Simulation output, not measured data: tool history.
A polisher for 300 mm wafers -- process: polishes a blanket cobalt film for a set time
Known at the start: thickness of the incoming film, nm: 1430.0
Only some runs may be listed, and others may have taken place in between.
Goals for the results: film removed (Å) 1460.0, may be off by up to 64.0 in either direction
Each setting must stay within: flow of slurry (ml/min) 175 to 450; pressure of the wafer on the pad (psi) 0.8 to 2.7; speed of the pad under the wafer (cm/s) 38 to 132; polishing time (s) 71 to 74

run	day	flow of slurry (ml/min)	pressure of the wafer on the pad (psi)	speed of the pad under the wafer (cm/s)	polishing time (s)	film removed (Å)
1	0.000	290	1.7	84	71	2316.1
2	0.325	290	1.7	84	71	2321.6
3	0.408	290	1.5	84	71	2107.9
4	0.550	290	1.5	68	71	1732.8
5	0.650	290	1.5	68	71	1731.2
6	0.929	290	1.5	68	74	1839.0
7	1.225	290	1.4	68	74	1687.8
8	1.592	290	1.3	68	74	1580.1

Pick the move, out of 4, that brings all results within their allowed miss; only one does.
A	1.958	320	1.4	62	74	?
B	1.958	255	1.5	56	71	?
C	1.958	260	1.4	76	73	?
D	1.958	395	1.2	78	71	?

move	film removed (Å)
A	1582.6
B	1463.7
C	1813.7
D	1610.3
A: neither nearer nor further off than the last run
B: meets every target
C: lands further from the targets than the last run did
D: lands further from the targets than the last run did
So the answer is move B, the one that meets all the targets.

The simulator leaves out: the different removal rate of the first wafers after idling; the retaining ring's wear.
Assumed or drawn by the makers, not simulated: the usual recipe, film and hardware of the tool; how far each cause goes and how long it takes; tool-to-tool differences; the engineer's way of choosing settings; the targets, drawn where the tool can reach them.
